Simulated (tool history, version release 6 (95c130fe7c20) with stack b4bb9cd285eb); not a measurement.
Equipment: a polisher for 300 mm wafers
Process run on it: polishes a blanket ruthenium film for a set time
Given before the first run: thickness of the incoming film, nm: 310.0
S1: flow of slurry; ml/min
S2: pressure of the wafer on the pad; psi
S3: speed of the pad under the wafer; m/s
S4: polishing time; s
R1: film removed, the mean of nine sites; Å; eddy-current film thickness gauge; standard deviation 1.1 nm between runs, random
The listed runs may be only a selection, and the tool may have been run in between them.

| run | hour | S1 | S2 | S3 | S4 | R1 |
|---|---|---|---|---|---|---|
| 1 | 0 | 210 | 1.9 | 0.84 | 62 | 544.52 |
| 2 | 5.1 | 210 | 1.6 | 0.84 | 62 | 472.88 |
| 3 | 9 | 265 | 1.6 | 0.84 | 62 | 481.55 |
| 4 | 13.1 | 215 | 1.6 | 0.84 | 62 | 480.52 |
| 5 | 19.5 | 215 | 2 | 0.88 | 62 | 614.86 |
| 6 | 25.1 | 255 | 2 | 0.88 | 62 | 624.76 |
| 7 | 27.3 | 255 | 2.3 | 0.88 | 62 | 710.91 |
| 8 | 32.1 | 255 | 2.5 | 0.88 | 62 | 775.14 |
| 9 | 39 | 260 | 3 | 0.92 | 62 | 955.13 |

Estimate the outcome of run 10 from the log above:
| 10 | 47 | 265 | 3 | 0.94 | 62 | ? |

{"run 10": {"R1": 969.55}}
